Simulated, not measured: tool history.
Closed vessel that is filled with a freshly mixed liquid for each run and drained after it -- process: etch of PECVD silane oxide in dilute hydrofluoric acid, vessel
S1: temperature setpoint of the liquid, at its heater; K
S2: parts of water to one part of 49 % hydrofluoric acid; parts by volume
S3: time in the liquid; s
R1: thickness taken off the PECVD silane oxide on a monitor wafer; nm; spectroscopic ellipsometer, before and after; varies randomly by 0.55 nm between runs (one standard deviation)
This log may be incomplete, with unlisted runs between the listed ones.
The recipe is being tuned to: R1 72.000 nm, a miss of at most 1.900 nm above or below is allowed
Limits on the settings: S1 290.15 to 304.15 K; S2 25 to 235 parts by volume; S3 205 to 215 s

run	hour	S1	S2	S3	R1
1	0.0	296.15	130	205	53.933
2	2.7	296.15	130	205	53.863
3	10.4	294.15	130	205	49.741
4	17.0	296.15	130	205	53.398
5	22.5	297.65	130	205	57.064
6	27.7	297.65	95	205	81.688
7	36.1	297.15	95	205	79.107
8	37.8	296.65	95	205	77.671
9	40.7	296.15	95	205	76.514
10	45.1	295.65	95	205	75.319

Of the 5 settings listed for the next run, only one would bring every result within its allowed miss of target. Which one?
A	49.5	296.15	95	205	?
B	49.5	297.15	100	205	?
C	49.5	295.15	90	205	?
D	49.5	300.15	115	205	?
E	49.5	294.65	100	205	?

move	R1
A	76.492
B	75.164
C	78.013
D	72.068
E	68.000
A: misses by more than the last run did
B: about the same distance from the targets as the last run
C: misses by more than the last run did
D: all results land within tolerance of their targets
E: moves the result that the last run missed by most past its target, out the other side
Go with D: it meets all targets.
